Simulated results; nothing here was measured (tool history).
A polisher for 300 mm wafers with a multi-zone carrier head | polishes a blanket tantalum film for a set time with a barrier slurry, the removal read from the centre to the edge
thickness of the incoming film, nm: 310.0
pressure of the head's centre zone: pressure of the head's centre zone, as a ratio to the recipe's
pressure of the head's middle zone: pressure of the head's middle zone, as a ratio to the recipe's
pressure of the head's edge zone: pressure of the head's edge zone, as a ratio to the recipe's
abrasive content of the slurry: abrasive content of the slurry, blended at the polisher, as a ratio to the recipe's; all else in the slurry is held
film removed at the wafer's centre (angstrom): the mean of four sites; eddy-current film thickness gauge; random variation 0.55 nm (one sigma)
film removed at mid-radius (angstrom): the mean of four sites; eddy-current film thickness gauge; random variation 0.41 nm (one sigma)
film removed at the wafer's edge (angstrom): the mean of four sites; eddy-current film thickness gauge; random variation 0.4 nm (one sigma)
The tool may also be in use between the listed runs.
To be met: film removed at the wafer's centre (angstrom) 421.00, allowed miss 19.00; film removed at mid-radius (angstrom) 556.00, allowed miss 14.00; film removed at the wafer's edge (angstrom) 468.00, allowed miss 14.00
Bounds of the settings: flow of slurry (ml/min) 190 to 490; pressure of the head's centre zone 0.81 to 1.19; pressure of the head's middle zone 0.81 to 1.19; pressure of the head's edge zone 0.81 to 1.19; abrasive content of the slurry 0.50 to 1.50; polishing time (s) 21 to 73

run  hour  flow of slurry (ml/min)  pressure of the head's centre zone  pressure of the head's middle zone  pressure of the head's edge zone  abrasive content of the slurry  polishing time (s)  film removed at the wafer's centre (angstrom)  film removed at mid-radius (angstrom)  film removed at the wafer's edge (angstrom)
  1   0.0                      315                                1.00                                1.00                              1.00                            1.00                  47                                         987.95                                 972.40                                       955.55
  2   3.8                      315                                1.03                                1.00                              1.00                            1.00                  47                                        1018.90                                 974.49                                       962.66
  3   4.3                      315                                1.03                                1.00                              1.00                            1.20                  47                                        1042.90                                1039.40                                      1023.10
  4   7.2                      315                                1.03                                0.92                              1.00                            1.20                  47                                        1062.80                                 969.94                                      1013.70
  5   9.0                      315                                1.03                                0.86                              1.00                            1.20                  47                                        1064.20                                 917.00                                      1019.40
  6  15.1                      310                                1.00                                0.89                              0.99                            1.10                  44                                         931.85                                 852.21                                       922.81
  7  17.6                      305                                0.90                                0.99                              0.89                            0.85                  31                                         550.77                                 606.58                                       568.10
  8  26.4                      300                                0.89                                1.00                              0.89                            0.80                  31                                         528.80                                 587.79                                       556.33
  9  31.7                      295                                0.81                                1.10                              0.81                            0.55                  29                                         373.18                                 485.40                                       406.50
 10  36.9                      300                                0.82                                1.11                              0.83                            0.55                  29                                         384.82                                 490.42                                       407.69
 11  39.4                      295                                0.82                                1.12                              0.85                            0.55                  29                                         376.81                                 496.62                                       412.15
 12  43.9                      300                                0.83                                1.12                              0.87                            0.55                  29                                         373.00                                 497.86                                       417.88
 13  47.0                      340                                0.93                                1.18                              0.97                            0.75                  29                                         504.36                                 630.37                                       526.48
 14  51.3                      250                                0.83                                1.12                              0.88                            0.75                  29                                         450.60                                 578.25                                       491.11

Which of these 4 next moves meets every target?
  A  55.6                      220                                0.83                                1.04                              0.90                            0.90                  28                                              ?                                      ?                                            ?
  B  55.6                      230                                0.81                                1.10                              0.82                            0.85                  27                                              ?                                      ?                                            ?
  C  55.6                      255                                0.95                                1.06                              0.92                            0.90                  26                                              ?                                      ?                                            ?
  D  55.6                      260                                0.96                                1.12                              0.82                            0.85                  26                                              ?                                      ?                                            ?

move  film removed at the wafer's centre (angstrom)  film removed at mid-radius (angstrom)  film removed at the wafer's edge (angstrom)
   A                                         447.93                                 552.79                                       509.64
   B                                         416.79                                 550.01                                       462.46
   C                                         475.13                                 531.07                                       484.56
   D                                         470.02                                 545.53                                       450.19
A: further off than the last run
B: meets every target
C: further off than the last run
D: takes the result that was furthest off past its target
Answer: B
